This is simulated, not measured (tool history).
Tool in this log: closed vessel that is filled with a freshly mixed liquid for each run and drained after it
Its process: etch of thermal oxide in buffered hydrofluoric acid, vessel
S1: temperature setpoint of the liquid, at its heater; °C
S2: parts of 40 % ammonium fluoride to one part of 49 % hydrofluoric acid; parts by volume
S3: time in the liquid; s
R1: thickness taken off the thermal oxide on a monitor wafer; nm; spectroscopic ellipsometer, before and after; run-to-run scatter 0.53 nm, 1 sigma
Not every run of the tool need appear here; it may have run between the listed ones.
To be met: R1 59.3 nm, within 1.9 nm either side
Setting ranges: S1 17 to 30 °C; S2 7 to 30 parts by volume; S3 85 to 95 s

run    day    S1  S2  S3      R1
  1      0    22  19  85  44.698
  2  0.246  23.5  19  85  49.392
  3  0.288  24.5  19  85  51.605
  4  0.442    25  19  85  53.952
  5  0.475    25  14  85  71.828
  6  0.721    24  14  85  68.955
  7  1.021    23  14  85  64.663
  8  1.108  22.5  14  85  62.758

Exactly one of the 5 candidate moves below puts every result within its allowed miss. Which one?
  A  1.196  17.5    11  95   ?
  B  1.196    22  13.5  90   ?
  C  1.196    23  13.5  85   ?
  D  1.196  22.5    15  85   ?
  E  1.196    21  12.5  90   ?

move      R1
   A  67.431
   B    67.3
   C  67.163
   D  58.919
   E  68.655
A: moves away from the targets compared with the last run
B: moves away from the targets compared with the last run
C: moves away from the targets compared with the last run
D: all results in spec
E: moves away from the targets compared with the last run
Answer: D
